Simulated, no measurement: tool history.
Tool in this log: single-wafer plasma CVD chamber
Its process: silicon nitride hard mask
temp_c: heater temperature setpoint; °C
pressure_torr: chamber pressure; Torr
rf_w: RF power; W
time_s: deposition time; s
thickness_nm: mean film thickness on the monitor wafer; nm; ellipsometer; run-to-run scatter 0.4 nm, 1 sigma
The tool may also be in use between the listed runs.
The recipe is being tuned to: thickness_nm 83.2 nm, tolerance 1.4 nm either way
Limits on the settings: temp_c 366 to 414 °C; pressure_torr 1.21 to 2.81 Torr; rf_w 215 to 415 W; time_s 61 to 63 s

run  hour  temp_c  pressure_torr  rf_w  time_s  thickness_nm
  1     0     390           2.01   315      61        73.654
  2   6.7     390           2.15   320      61        76.868
  3  13.9     390           2.23   320      61        78.128
  4  20.8     390           2.29   320      61        77.678
  5  29.5     390           2.38   320      61        78.555
  6  38.4     386           2.38   320      61        78.889
  7  39.5     386           2.45   320      61        78.967
  8  42.3     386           2.52   320      61        80.674
  9  43.5     386           2.56   320      61        79.447
 10  46.4     386           2.59   325      61        81.914

Which one of the following 5 next-run settings gets every result inside its allowed miss? There is exactly one.
  A  49.3     389           2.61   325    62.5             ?
  B  49.3     389           2.31   330      61             ?
  C  49.3     372           2.67   300    62.3             ?
  D  49.3     384           2.62   315      61             ?
  E  49.3     387           2.49   315    62.1             ?

move  thickness_nm
   A        83.855
   B        80.428
   C        78.641
   D        79.808
   E        80.162
A: all results land within tolerance of their targets
B: misses by more than the last run did
C: misses by more than the last run did
D: misses by more than the last run did
E: misses by more than the last run did
The right move is A.
